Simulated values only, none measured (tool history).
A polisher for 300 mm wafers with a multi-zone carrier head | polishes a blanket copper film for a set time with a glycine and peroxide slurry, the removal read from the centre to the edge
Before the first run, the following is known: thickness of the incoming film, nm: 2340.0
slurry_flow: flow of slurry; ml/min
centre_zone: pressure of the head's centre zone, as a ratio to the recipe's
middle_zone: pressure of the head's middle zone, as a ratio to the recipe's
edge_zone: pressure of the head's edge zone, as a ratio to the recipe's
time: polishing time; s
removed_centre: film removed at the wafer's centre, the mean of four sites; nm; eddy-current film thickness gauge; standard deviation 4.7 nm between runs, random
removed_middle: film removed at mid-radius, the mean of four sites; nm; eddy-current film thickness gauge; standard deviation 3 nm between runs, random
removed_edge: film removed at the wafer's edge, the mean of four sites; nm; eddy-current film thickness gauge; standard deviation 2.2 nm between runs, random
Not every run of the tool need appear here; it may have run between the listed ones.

Run 1, day 0: slurry_flow 310 ml/min, centre_zone 1, middle_zone 1, edge_zone 1, time 82 s. Result: removed_centre 444.37 nm, removed_middle 417.77 nm, removed_edge 418.06 nm.
Run 2, day 0.338: slurry_flow 310 ml/min, centre_zone 0.98, middle_zone 1, edge_zone 0.97, time 78 s. Result: removed_centre 401.29 nm, removed_middle 399.61 nm, removed_edge 395.67 nm.
Run 3, day 0.375: slurry_flow 310 ml/min, centre_zone 0.98, middle_zone 0.95, edge_zone 0.97, time 78 s. Result: removed_centre 396.12 nm, removed_middle 383.08 nm, removed_edge 389.64 nm.
Run 4, day 0.742: slurry_flow 235 ml/min, centre_zone 0.98, middle_zone 0.95, edge_zone 0.97, time 78 s. Result: removed_centre 384.33 nm, removed_middle 368.95 nm, removed_edge 378.27 nm.
Run 5, day 0.883: slurry_flow 230 ml/min, centre_zone 0.98, middle_zone 0.96, edge_zone 0.94, time 76 s. Result: removed_centre 375.24 nm, removed_middle 360.63 nm, removed_edge 363.8 nm.
Run 6, day 0.979: slurry_flow 230 ml/min, centre_zone 0.97, middle_zone 0.97, edge_zone 0.92, time 74 s. Result: removed_centre 377.02 nm, removed_middle 350.1 nm, removed_edge 353.59 nm.
Run 7, day 1.262: slurry_flow 235 ml/min, centre_zone 0.94, middle_zone 1, edge_zone 0.91, time 71 s. Result: removed_centre 349.55 nm, removed_middle 344.09 nm, removed_edge 336.68 nm.
Run 8, day 1.329: slurry_flow 230 ml/min, centre_zone 0.92, middle_zone 1.01, edge_zone 0.89, time 71 s. Result: removed_centre 344.87 nm, removed_middle 352.81 nm, removed_edge 333.57 nm.
Run 9, day 1.404: slurry_flow 225 ml/min, centre_zone 0.91, middle_zone 1.01, edge_zone 0.88, time 70 s. Result: removed_centre 325.7 nm, removed_middle 348.9 nm, removed_edge 325.99 nm.

Estimate the outcome of run 10 from the log above:
Run 10, day 1.546: slurry_flow 220 ml/min, centre_zone 0.91, middle_zone 1.01, edge_zone 0.87, time 70 s. Result: removed_centre ?, removed_middle ?, removed_edge ?.

removed_centre: 317.94 nm
removed_middle: 342.53 nm
removed_edge: 321.46 nm
